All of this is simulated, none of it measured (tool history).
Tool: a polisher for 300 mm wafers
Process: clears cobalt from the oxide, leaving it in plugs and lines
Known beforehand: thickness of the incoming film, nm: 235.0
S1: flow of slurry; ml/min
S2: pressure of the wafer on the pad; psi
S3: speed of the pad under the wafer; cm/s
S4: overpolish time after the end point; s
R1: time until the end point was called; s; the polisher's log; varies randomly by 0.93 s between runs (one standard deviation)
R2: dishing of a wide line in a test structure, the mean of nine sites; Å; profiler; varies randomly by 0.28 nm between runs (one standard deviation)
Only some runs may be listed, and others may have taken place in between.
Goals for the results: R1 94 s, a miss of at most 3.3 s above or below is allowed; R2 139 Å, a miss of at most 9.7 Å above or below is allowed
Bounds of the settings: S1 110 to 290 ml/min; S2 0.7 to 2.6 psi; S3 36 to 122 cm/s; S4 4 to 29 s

run	hour	S1	S2	S3	S4	R1	R2
1	0	185	1.6	78	15	71.857	328.79
2	2.3	185	1.5	78	12	75.947	278.51
3	3.1	180	1.4	78	10	83.138	224.71
4	10.8	180	1.4	68	10	93.458	207.27
5	15.9	160	1.4	68	10	96.25	199.04
6	21.7	150	1.4	68	9	96.354	194.59
7	24.9	200	1.3	68	4	101.09	93.431
8	25.9	185	1.3	68	4	99.793	93.297
9	30.3	175	1.3	68	4	102.06	87.807
10	36.9	175	1.3	68	5	100.28	111.06
11	45.2	165	1.3	68	5	102.69	110.89
12	52.1	195	1.4	68	10	92.887	213.38
13	56.9	190	1.4	68	9	94.027	195.53
14	60.2	190	1.4	68	9	92.707	186.91
15	62.4	180	1.4	68	4	91.825	94.512
16	70.5	180	1.4	68	5	94.268	114.61

Consider the 5 candidate settings below. Which is the only one whose results all fall within their allowed miss of target?
A	78.6	175	1.7	54	5	?	?
B	78.6	190	2	44	5	?	?
C	78.6	140	1.2	82	4	?	?
D	78.6	215	1.6	58	6	?	?
E	78.6	165	1.6	60	7	?	?

move	R1	R2
A	98.734	116.21
B	101.12	113.8
C	96.351	97.28
D	94.865	141
E	95.608	159.55
A: closer than the last run, but not yet in spec
B: roughly where the last run was
C: moves away from the targets compared with the last run
D: each result inside its tolerance
E: the result that was furthest off in the last run now lies on the other side of its target
Answer: D
